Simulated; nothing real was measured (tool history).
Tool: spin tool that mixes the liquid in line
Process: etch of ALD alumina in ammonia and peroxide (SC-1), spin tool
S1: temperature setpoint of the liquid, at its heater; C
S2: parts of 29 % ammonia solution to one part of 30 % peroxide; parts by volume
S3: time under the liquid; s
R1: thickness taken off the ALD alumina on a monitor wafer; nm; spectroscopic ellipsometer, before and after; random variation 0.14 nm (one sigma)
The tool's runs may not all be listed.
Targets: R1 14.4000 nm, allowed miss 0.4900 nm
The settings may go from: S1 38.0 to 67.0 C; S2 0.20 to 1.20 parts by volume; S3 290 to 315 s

run    day    S1    S2   S3       R1
  1  0.000  51.0  0.85  290   9.6881
  2  0.179  47.5  0.85  290   7.9732
  3  0.262  49.0  0.85  290   8.8114
  4  0.575  50.5  0.85  290   9.3682
  5  0.850  50.5  0.95  290   9.6300
  6  0.917  50.5  1.20  290   9.6999
  7  0.967  51.5  1.20  290  10.4230
  8  1.317  52.5  1.20  290  10.9570
  9  1.346  53.5  1.20  290  11.4440
 10  1.479  54.0  1.20  290  11.8340
 11  1.642  54.0  1.20  290  12.0820
 12  1.817  54.5  1.20  290  12.0320
 13  2.150  55.0  1.20  290  12.4770

4 next moves are on the table. One of them brings every result within its allowed miss. Which?
  A  2.483  55.0  1.05  310   ?
  B  2.483  57.5  0.85  290   ?
  C  2.483  58.0  1.20  315   ?
  D  2.483  56.0  1.20  315   ?

move       R1
   A  13.0490
   B  13.6270
   C  15.6910
   D  14.1480
A: nearer than the last run, and not there yet
B: nearer than the last run, and not there yet
C: takes the result that was furthest off past its target
D: meets every target
Move D is the one to make.
